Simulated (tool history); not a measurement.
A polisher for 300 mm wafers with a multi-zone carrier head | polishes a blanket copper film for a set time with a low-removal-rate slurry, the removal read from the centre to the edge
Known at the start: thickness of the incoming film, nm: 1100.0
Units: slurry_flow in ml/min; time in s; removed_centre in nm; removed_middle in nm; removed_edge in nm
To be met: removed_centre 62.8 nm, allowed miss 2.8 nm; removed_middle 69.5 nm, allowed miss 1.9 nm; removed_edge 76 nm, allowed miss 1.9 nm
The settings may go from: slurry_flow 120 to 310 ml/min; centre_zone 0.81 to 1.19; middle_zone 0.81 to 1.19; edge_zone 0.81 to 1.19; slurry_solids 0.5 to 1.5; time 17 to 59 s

Run 1, hour 0: slurry_flow 200 ml/min, centre_zone 1, middle_zone 1, edge_zone 1, slurry_solids 1, time 38 s. Result: removed_centre 78.108 nm, removed_middle 77.052 nm, removed_edge 77.914 nm.
Run 2, hour 2: slurry_flow 190 ml/min, centre_zone 0.96, middle_zone 0.98, edge_zone 1.01, slurry_solids 1, time 38 s. Result: removed_centre 74.175 nm, removed_middle 75.123 nm, removed_edge 79.234 nm.
Run 3, hour 8.5: slurry_flow 180 ml/min, centre_zone 0.93, middle_zone 0.97, edge_zone 1, slurry_solids 0.95, time 38 s. Result: removed_centre 70.313 nm, removed_middle 72.756 nm, removed_edge 76.079 nm.
Run 4, hour 16.9: slurry_flow 180 ml/min, centre_zone 0.93, middle_zone 0.97, edge_zone 1, slurry_solids 0.85, time 38 s. Result: removed_centre 69.482 nm, removed_middle 69.795 nm, removed_edge 73.123 nm.
Run 5, hour 21.5: slurry_flow 180 ml/min, centre_zone 0.93, middle_zone 0.97, edge_zone 1, slurry_solids 0.7, time 38 s. Result: removed_centre 63.311 nm, removed_middle 65.186 nm, removed_edge 67.965 nm.
Run 6, hour 26: slurry_flow 180 ml/min, centre_zone 0.93, middle_zone 0.97, edge_zone 1.07, slurry_solids 0.7, time 38 s. Result: removed_centre 63.717 nm, removed_middle 64.506 nm, removed_edge 71.371 nm.
Run 7, hour 33.4: slurry_flow 190 ml/min, centre_zone 0.92, middle_zone 0.98, edge_zone 1.08, slurry_solids 0.7, time 38 s. Result: removed_centre 62.843 nm, removed_middle 65.233 nm, removed_edge 70.928 nm.
Run 8, hour 40.4: slurry_flow 190 ml/min, centre_zone 0.92, middle_zone 0.98, edge_zone 1.08, slurry_solids 0.7, time 38 s. Result: removed_centre 63.345 nm, removed_middle 67.642 nm, removed_edge 71.716 nm.
Run 9, hour 43.8: slurry_flow 195 ml/min, centre_zone 0.91, middle_zone 0.98, edge_zone 1.1, slurry_solids 0.7, time 38 s. Result: removed_centre 61.853 nm, removed_middle 67.13 nm, removed_edge 72.142 nm.
Run 10, hour 50: slurry_flow 225 ml/min, centre_zone 0.91, middle_zone 0.99, edge_zone 1.17, slurry_solids 0.8, time 38 s. Result: removed_centre 67.113 nm, removed_middle 71.032 nm, removed_edge 79.715 nm.
Run 11, hour 57.1: slurry_flow 215 ml/min, centre_zone 0.9, middle_zone 0.99, edge_zone 1.16, slurry_solids 0.8, time 38 s. Result: removed_centre 67.371 nm, removed_middle 71.767 nm, removed_edge 77.9 nm.
Run 12, hour 58.3: slurry_flow 210 ml/min, centre_zone 0.88, middle_zone 0.98, edge_zone 1.16, slurry_solids 0.8, time 38 s. Result: removed_centre 64.85 nm, removed_middle 71.706 nm, removed_edge 79.568 nm.
Run 13, hour 66.8: slurry_flow 205 ml/min, centre_zone 0.88, middle_zone 0.98, edge_zone 1.15, slurry_solids 0.8, time 38 s. Result: removed_centre 64.106 nm, removed_middle 71.345 nm, removed_edge 78.743 nm.

5 next moves are on the table. One of them brings every result within its allowed miss. Which?
Run A, hour 75.3: slurry_flow 180 ml/min, centre_zone 0.87, middle_zone 0.98, edge_zone 1.14, slurry_solids 0.8, time 38 s. Result: removed_centre ?, removed_middle ?, removed_edge ?.
Run B, hour 75.3: slurry_flow 280 ml/min, centre_zone 0.82, middle_zone 0.92, edge_zone 1.19, slurry_solids 0.7, time 40 s. Result: removed_centre ?, removed_middle ?, removed_edge ?.
Run C, hour 75.3: slurry_flow 190 ml/min, centre_zone 0.86, middle_zone 0.96, edge_zone 1.11, slurry_solids 0.65, time 44 s. Result: removed_centre ?, removed_middle ?, removed_edge ?.
Run D, hour 75.3: slurry_flow 210 ml/min, centre_zone 0.87, middle_zone 1.04, edge_zone 1.13, slurry_solids 0.7, time 39 s. Result: removed_centre ?, removed_middle ?, removed_edge ?.
Run E, hour 75.3: slurry_flow 275 ml/min, centre_zone 0.86, middle_zone 0.95, edge_zone 0.98, slurry_solids 1.2, time 35 s. Result: removed_centre ?, removed_middle ?, removed_edge ?.

move  removed_centre  removed_middle  removed_edge
   A          63.961          69.828          76.6
   B          65.379          71.174        82.289
   C          68.586          74.416        81.545
   D          64.341          73.105        75.886
   E          71.158          76.193        78.105
A: meets every target
B: further off than the last run
C: further off than the last run
D: brings the result that was furthest off to its target, and leaves another outside
E: further off than the last run
Answer: A
